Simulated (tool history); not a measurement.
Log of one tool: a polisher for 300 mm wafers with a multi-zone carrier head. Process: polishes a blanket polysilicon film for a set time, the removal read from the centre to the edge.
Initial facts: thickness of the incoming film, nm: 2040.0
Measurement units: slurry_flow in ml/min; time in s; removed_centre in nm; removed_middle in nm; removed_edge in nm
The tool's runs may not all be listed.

run 1 hour=0.0 | slurry_flow=235 centre_zone=1.00 middle_zone=1.00 edge_zone=1.00 time=64 | removed_centre=492.26 removed_middle=523.30 removed_edge=531.42
run 2 hour=3.5 | slurry_flow=235 centre_zone=1.00 middle_zone=1.04 edge_zone=1.00 time=64 | removed_centre=501.15 removed_middle=547.02 removed_edge=523.86
run 3 hour=8.9 | slurry_flow=235 centre_zone=1.00 middle_zone=1.04 edge_zone=1.00 time=55 | removed_centre=425.60 removed_middle=465.95 removed_edge=439.48
run 4 hour=17.0 | slurry_flow=235 centre_zone=0.96 middle_zone=1.04 edge_zone=1.00 time=55 | removed_centre=413.52 removed_middle=469.46 removed_edge=453.03
run 5 hour=22.9 | slurry_flow=290 centre_zone=0.96 middle_zone=1.04 edge_zone=1.00 time=55 | removed_centre=418.07 removed_middle=479.51 removed_edge=453.80
run 6 hour=26.4 | slurry_flow=345 centre_zone=0.96 middle_zone=1.04 edge_zone=1.00 time=55 | removed_centre=424.42 removed_middle=482.06 removed_edge=454.97
run 7 hour=31.9 | slurry_flow=350 centre_zone=0.95 middle_zone=1.00 edge_zone=0.97 time=50 | removed_centre=380.02 removed_middle=428.07 removed_edge=408.94
run 8 hour=33.5 | slurry_flow=350 centre_zone=0.95 middle_zone=0.95 edge_zone=0.93 time=48 | removed_centre=369.14 removed_middle=387.28 removed_edge=391.44
run 9 hour=36.2 | slurry_flow=350 centre_zone=0.94 middle_zone=0.94 edge_zone=0.90 time=46 | removed_centre=351.38 removed_middle=362.67 removed_edge=358.53

What will run 10 give?
run 10 hour=37.7 | slurry_flow=340 centre_zone=0.92 middle_zone=0.93 edge_zone=0.89 time=46 | removed_centre=? removed_middle=? removed_edge=?

removed_centre: 343.42 nm
removed_middle: 363.92 nm
removed_edge: 364.56 nm

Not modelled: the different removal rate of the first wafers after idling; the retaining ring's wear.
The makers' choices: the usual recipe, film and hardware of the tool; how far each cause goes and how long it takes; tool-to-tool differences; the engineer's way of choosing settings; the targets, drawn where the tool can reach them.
